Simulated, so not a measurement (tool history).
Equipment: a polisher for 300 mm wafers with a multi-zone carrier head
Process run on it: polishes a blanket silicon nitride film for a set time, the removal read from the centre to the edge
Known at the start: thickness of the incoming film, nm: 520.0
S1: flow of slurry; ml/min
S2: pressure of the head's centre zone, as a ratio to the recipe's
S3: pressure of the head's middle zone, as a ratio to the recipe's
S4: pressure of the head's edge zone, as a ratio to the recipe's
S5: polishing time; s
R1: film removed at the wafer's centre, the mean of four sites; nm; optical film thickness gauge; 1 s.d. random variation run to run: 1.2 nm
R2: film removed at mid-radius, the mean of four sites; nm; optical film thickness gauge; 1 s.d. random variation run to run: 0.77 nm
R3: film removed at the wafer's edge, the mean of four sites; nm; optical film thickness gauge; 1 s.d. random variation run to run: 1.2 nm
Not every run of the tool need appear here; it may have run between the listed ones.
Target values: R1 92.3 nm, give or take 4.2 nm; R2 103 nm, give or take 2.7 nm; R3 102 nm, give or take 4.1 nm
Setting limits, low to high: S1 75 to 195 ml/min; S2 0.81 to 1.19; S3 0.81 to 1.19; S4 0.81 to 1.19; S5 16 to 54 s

{"run": 1, "hour": 0.0, "S1": 125, "S2": 1, "S3": 1, "S4": 1, "S5": 35, "R1": 71.053, "R2": 72.682, "R3": 70.84}
{"run": 2, "hour": 7.5, "S1": 125, "S2": 1, "S3": 1, "S4": 0.92, "S5": 35, "R1": 69.688, "R2": 72.787, "R3": 68.811}
{"run": 3, "hour": 14.0, "S1": 130, "S2": 0.98, "S3": 1.01, "S4": 0.98, "S5": 38, "R1": 76.01, "R2": 79.588, "R3": 77.125}
{"run": 4, "hour": 17.2, "S1": 130, "S2": 0.98, "S3": 1.05, "S4": 0.98, "S5": 38, "R1": 77.431, "R2": 82.769, "R3": 76.737}
{"run": 5, "hour": 20.3, "S1": 130, "S2": 0.98, "S3": 1.05, "S4": 1.06, "S5": 38, "R1": 76.263, "R2": 82.215, "R3": 79.198}
{"run": 6, "hour": 25.2, "S1": 130, "S2": 0.98, "S3": 1.05, "S4": 1, "S5": 38, "R1": 74.477, "R2": 83.169, "R3": 77.561}
{"run": 7, "hour": 28.6, "S1": 140, "S2": 0.97, "S3": 1.05, "S4": 1.04, "S5": 40, "R1": 82.376, "R2": 89.713, "R3": 86.349}
{"run": 8, "hour": 34.8, "S1": 155, "S2": 0.96, "S3": 1.05, "S4": 1.06, "S5": 40, "R1": 83.818, "R2": 91.882, "R3": 88.977}
{"run": 9, "hour": 42.9, "S1": 165, "S2": 0.96, "S3": 1.06, "S4": 1.08, "S5": 40, "R1": 86.738, "R2": 93.988, "R3": 90.045}
{"run": 10, "hour": 49.1, "S1": 170, "S2": 0.95, "S3": 1.06, "S4": 1.1, "S5": 41, "R1": 88.296, "R2": 97.674, "R3": 93.369}

Of the 4 settings listed for the next run, only one would bring every result within its allowed miss of target. Which one?
{"run": "A", "hour": 55.3, "S1": 155, "S2": 0.81, "S3": 1, "S4": 1.13, "S5": 46, "R1": "?", "R2": "?", "R3": "?"}
{"run": "B", "hour": 55.3, "S1": 185, "S2": 0.93, "S3": 1.05, "S4": 1.17, "S5": 42, "R1": "?", "R2": "?", "R3": "?"}
{"run": "C", "hour": 55.3, "S1": 160, "S2": 0.84, "S3": 1.09, "S4": 1.11, "S5": 43, "R1": "?", "R2": "?", "R3": "?"}
{"run": "D", "hour": 55.3, "S1": 170, "S2": 0.97, "S3": 1.13, "S4": 1.07, "S5": 41, "R1": "?", "R2": "?", "R3": "?"}

move=A R1=84.204 R2=102.68 R3=104.69
move=B R1=91.473 R2=102.34 R3=100.65
move=C R1=82.092 R2=103.66 R3=97.507
move=D R1=90.211 R2=103.46 R3=92.334
A: the worst result of the last run now meets its target, but another is out of spec
B: meets every target
C: further off than the last run
D: further off than the last run
Move B is the one to make.

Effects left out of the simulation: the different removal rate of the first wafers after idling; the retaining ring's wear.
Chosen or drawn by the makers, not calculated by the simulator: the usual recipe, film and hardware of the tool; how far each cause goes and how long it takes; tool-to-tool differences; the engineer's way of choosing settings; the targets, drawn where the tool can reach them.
